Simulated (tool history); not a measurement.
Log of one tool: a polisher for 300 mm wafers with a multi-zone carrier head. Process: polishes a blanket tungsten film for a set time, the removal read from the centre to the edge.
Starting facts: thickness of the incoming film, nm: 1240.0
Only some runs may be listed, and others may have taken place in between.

run	hour	flow of slurry (ml/min)	pressure of the head's centre zone	pressure of the head's middle zone	pressure of the head's edge zone	abrasive content of the slurry	polishing time (s)	film removed at the wafer's centre (nm)	film removed at mid-radius (nm)	film removed at the wafer's edge (nm)
1	0	185	1	1	1	1	44	154.63	151.31	146.27
2	1.4	185	0.98	1.02	0.95	0.85	40	135.8	132.63	122.59
3	5.5	175	0.93	1.04	0.92	0.75	38	113.97	117.87	109.52
4	6.6	170	0.92	1.07	0.89	0.65	37	100.05	113.66	96.134
5	11.4	160	0.93	1.06	0.87	0.65	37	101.65	109.22	95.456
6	15.9	160	0.93	1.14	0.87	0.65	37	102.21	116.72	95.335
7	20.7	135	0.92	1.08	0.81	0.55	37	88.396	97.489	84.276
8	29.7	150	0.92	1.08	0.82	0.55	37	91.785	101.09	84.028
9	30.5	155	0.92	1.08	0.84	0.55	37	92.85	103	86.028

What does the tool deliver on the next run?
10	39.3	160	0.92	1.08	0.85	0.55	37	?	?	?

film removed at the wafer's centre (nm): 92.893
film removed at mid-radius (nm): 103.65
film removed at the wafer's edge (nm): 86.641

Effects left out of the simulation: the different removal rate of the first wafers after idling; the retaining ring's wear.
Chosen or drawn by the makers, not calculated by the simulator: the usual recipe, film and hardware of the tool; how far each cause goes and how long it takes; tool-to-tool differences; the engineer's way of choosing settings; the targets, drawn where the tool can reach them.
